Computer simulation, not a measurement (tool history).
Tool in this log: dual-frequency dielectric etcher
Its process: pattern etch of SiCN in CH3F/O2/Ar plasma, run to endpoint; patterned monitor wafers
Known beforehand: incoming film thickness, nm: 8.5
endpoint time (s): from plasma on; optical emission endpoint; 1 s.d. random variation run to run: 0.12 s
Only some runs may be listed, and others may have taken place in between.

Run 1, hour 0: source power (W) 350, bias power (W) 64. Result: endpoint time (s) 25.713.
Run 2, hour 3.8: source power (W) 370, bias power (W) 66. Result: endpoint time (s) 24.406.
Run 3, hour 7.6: source power (W) 380, bias power (W) 67. Result: endpoint time (s) 24.249.
Run 4, hour 8.3: source power (W) 400, bias power (W) 68. Result: endpoint time (s) 23.523.
Run 5, hour 9.6: source power (W) 440, bias power (W) 68. Result: endpoint time (s) 22.495.
Run 6, hour 13.7: source power (W) 420, bias power (W) 68. Result: endpoint time (s) 22.953.

Estimate the outcome of run 7 from the log above:
Run 7, hour 22.2: source power (W) 430, bias power (W) 69. Result: endpoint time (s) ?.

endpoint time (s): 22.413

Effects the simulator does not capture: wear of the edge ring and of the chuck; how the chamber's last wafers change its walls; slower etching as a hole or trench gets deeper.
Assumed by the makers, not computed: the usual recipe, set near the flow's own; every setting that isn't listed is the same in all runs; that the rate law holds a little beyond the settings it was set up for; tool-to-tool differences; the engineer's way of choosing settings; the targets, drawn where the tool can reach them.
